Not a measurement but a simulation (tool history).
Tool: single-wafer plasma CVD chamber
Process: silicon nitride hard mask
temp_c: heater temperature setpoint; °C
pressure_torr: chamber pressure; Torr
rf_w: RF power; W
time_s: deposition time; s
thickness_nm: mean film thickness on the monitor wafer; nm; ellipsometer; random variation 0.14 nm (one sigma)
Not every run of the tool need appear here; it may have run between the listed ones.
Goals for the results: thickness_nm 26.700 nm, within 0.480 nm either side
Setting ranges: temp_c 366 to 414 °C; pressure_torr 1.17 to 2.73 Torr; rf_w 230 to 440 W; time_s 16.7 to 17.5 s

| run | hour | temp_c | pressure_torr | rf_w | time_s | thickness_nm |
|---|---|---|---|---|---|---|
| 1 | 0.0 | 390 | 1.95 | 335 | 17.5 | 22.833 |
| 2 | 1.0 | 390 | 1.95 | 355 | 17.5 | 23.469 |
| 3 | 9.1 | 390 | 1.95 | 355 | 16.7 | 22.379 |
| 4 | 11.5 | 398 | 1.95 | 355 | 16.7 | 22.235 |
| 5 | 17.8 | 398 | 1.95 | 355 | 17.5 | 23.359 |
|  | 21.1 | thermocouple changed; heater temperature recalibrated |
| 6 | 21.1 | 398 | 1.95 | 315 | 17.5 | 21.985 |
| 7 | 28.6 | 398 | 2.10 | 330 | 17.5 | 23.087 |
| 8 | 32.3 | 398 | 2.22 | 335 | 17.5 | 23.509 |

5 next moves are on the table. One of them brings every result within its allowed miss. Which?
| A | 36.0 | 401 | 2.16 | 330 | 16.7 | ? |
| B | 36.0 | 403 | 2.21 | 440 | 17.5 | ? |
| C | 36.0 | 404 | 2.05 | 305 | 17.0 | ? |
| D | 36.0 | 389 | 2.12 | 285 | 17.5 | ? |
| E | 36.0 | 397 | 2.70 | 260 | 16.7 | ? |

| move | thickness_nm |
|---|---|
| A | 22.131 |
| B | 26.614 |
| C | 21.382 |
| D | 21.685 |
| E | 20.975 |
A: its largest miss is bigger than the last run's
B: each result inside its tolerance
C: its largest miss is bigger than the last run's
D: its largest miss is bigger than the last run's
E: its largest miss is bigger than the last run's
Move B is the one to make.

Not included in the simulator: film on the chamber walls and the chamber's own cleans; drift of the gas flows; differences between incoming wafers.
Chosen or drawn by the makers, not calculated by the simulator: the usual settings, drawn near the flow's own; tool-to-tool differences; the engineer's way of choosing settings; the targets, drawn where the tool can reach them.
